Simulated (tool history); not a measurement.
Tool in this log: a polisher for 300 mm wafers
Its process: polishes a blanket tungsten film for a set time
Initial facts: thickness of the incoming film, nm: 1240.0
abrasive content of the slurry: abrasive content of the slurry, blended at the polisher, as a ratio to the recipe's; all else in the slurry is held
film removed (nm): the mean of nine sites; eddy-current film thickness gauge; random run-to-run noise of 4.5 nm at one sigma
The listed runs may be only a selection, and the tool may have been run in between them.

| run | day | flow of slurry (ml/min) | pressure of the wafer on the pad (psi) | speed of the pad under the wafer (cm/s) | abrasive content of the slurry | polishing time (s) | film removed (nm) |
|---|---|---|---|---|---|---|---|
| 1 | 0.000 | 300 | 2.5 | 86 | 1.00 | 76 | 210.08 |
| 2 | 0.267 | 300 | 2.9 | 88 | 1.00 | 76 | 244.43 |
| 3 | 0.517 | 240 | 2.9 | 88 | 1.00 | 76 | 239.01 |
| 4 | 0.658 | 205 | 2.9 | 88 | 1.00 | 76 | 234.81 |
| 5 | 0.854 | 205 | 3.4 | 88 | 1.00 | 76 | 270.99 |
| 6 | 0.925 | 205 | 3.4 | 88 | 1.00 | 76 | 276.54 |
| 7 | 1.271 | 205 | 3.9 | 108 | 1.05 | 76 | 381.20 |

Run 8, settings as shown, results not yet in. Your forecast:
| 8 | 1.333 | 205 | 3.9 | 110 | 1.05 | 76 | ? |

film removed (nm): 390.71

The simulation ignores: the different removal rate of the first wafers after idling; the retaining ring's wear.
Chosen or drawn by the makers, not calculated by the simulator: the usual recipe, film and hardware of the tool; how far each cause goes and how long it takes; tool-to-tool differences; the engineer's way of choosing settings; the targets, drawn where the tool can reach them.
